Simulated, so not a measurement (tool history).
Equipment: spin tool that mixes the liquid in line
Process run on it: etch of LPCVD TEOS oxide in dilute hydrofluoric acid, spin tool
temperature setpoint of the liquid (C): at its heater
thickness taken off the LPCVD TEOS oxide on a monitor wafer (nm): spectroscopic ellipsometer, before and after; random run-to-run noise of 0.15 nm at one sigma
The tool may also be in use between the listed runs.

run  hour  temperature setpoint of the liquid (C)  parts of water to one part of 49 % hydrofluoric acid (parts by volume)  time under the liquid (s)  thickness taken off the LPCVD TEOS oxide on a monitor wafer (nm)
  1   0.0                                    20.0                                                                     130                         65                                                           14.9300
  2   1.4                                    20.0                                                                     130                         65                                                           15.0220
  3   8.3                                    20.0                                                                     170                         65                                                           10.9750
  4  12.7                                    20.0                                                                     205                         65                                                            8.8501
  5  19.4                                    20.0                                                                     205                         65                                                            8.7343
  6  28.1                                    21.5                                                                     190                         65                                                           10.1210
  7  28.8                                    22.5                                                                     175                         65                                                           11.7070
  8  35.5                                    23.5                                                                     160                         65                                                           13.2540
  9  36.6                                    24.0                                                                     150                         65                                                           14.8760
 10  39.4                                    24.5                                                                     140                         65                                                           16.1600

What will run 11 give?
 11  42.7                                    24.5                                                                     140                         65                                                                 ?

{"run 11": {"thickness taken off the LPCVD TEOS oxide on a monitor wafer (nm)": 16.338}}

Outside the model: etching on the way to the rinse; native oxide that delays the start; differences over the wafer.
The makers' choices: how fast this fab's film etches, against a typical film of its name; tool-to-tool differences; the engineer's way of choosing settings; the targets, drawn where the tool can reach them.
